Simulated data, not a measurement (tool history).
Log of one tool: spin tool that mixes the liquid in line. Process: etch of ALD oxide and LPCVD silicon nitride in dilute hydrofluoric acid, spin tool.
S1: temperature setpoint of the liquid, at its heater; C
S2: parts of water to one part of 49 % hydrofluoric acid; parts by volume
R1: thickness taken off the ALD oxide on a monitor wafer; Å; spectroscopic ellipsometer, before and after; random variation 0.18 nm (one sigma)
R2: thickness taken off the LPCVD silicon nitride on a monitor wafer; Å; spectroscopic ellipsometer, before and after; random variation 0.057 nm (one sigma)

{"run": 1, "hour": 0.0, "S1": 20, "S2": 100, "time under the liquid (s)": 135, "R1": 256.21, "R2": 5.6389}
{"run": 2, "hour": 3.6, "S1": 22, "S2": 90, "time under the liquid (s)": 135, "R1": 310.91, "R2": 6.9873}
{"run": 3, "hour": 6.1, "S1": 20, "S2": 90, "time under the liquid (s)": 135, "R1": 286.55, "R2": 6.4797}
{"run": 4, "hour": 7.5, "S1": 22.5, "S2": 85, "time under the liquid (s)": 135, "R1": 336.54, "R2": 7.6783}
{"run": 5, "hour": 15.3, "S1": 24, "S2": 80, "time under the liquid (s)": 135, "R1": 383.57, "R2": 8.5411}
{"run": 6, "hour": 20.4, "S1": 22, "S2": 80, "time under the liquid (s)": 135, "R1": 356.77, "R2": 7.812}

Forecast run 7:
{"run": 7, "hour": 24.0, "S1": 23.5, "S2": 75, "time under the liquid (s)": 135, "R1": "?", "R2": "?"}

{"run 7": {"R1": 405.24, "R2": 9.0089}}
